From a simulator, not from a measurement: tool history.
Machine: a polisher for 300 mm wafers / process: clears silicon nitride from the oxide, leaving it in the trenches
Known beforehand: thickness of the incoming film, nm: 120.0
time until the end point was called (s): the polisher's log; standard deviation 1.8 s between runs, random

run,day,flow of slurry (ml/min),pressure of the wafer on the pad (psi),speed of the pad under the wafer (cm/s),overpolish time after the end point (s),time until the end point was called (s)
1,0,130,2.2,100,20,194.77
2,0.142,130,2.3,100,20,189.09
3,0.492,130,2.4,100,20,187.73
4,0.708,140,2.4,100,20,175.82
5,0.825,145,2.5,100,20,172.01
6,0.896,145,2.5,114,20,150.83
# day 1.192: slurry nozzle cleaned
7,1.192,145,2.6,114,20,130.93

What will run 8 give?
8,1.392,145,2.7,114,20,?

time until the end point was called (s): 130.19
